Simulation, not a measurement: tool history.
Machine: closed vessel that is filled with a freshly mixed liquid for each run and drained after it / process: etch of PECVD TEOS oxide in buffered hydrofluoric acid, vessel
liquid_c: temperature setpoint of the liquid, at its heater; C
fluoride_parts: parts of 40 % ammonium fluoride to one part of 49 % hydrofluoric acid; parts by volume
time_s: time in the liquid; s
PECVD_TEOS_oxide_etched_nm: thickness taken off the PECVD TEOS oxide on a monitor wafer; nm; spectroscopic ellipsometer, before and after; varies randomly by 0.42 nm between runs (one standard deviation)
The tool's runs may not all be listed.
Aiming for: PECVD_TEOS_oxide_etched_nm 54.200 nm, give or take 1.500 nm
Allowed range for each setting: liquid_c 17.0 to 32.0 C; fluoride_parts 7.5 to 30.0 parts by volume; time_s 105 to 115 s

run  hour  liquid_c  fluoride_parts  time_s  PECVD_TEOS_oxide_etched_nm
  1   0.0      24.0            20.5     105                      78.355
  2   7.5      23.0            20.5     105                      74.277
  3  14.4      26.5            20.5     105                      88.391
  4  18.7      25.0            20.5     105                      81.290
  5  26.5      25.0            20.5     105                      81.453
  6  30.7      24.0            20.5     105                      77.069
  7  31.8      23.0            20.5     105                      72.109
  8  35.3      22.5            20.5     105                      69.672
  9  41.5      22.0            20.5     105                      68.776
     47.0  -- hydrofluoric acid flow meter replaced
 10  47.0      21.5            20.5     105                      64.064
 11  52.8      21.0            20.5     105                      61.782
 12  61.1      20.5            20.5     105                      59.888

Which single option among these 4 for the next run brings every result within its allowed miss of target? Just one does.
  A  69.4      19.5            22.0     105                           ?
  B  69.4      20.0            21.0     105                           ?
  C  69.4      22.5            23.0     110                           ?
  D  69.4      21.0            24.0     110                           ?

move  PECVD_TEOS_oxide_etched_nm
   A                      54.562
   B                      57.950
   C                      65.546
   D                      58.556
A: every result lands within tolerance
B: nearer the targets than the last run, but a result is still out of spec
C: the biggest miss grows against the last run
D: nearer the targets than the last run, but a result is still out of spec
So the answer is move A, the one that meets all the targets.

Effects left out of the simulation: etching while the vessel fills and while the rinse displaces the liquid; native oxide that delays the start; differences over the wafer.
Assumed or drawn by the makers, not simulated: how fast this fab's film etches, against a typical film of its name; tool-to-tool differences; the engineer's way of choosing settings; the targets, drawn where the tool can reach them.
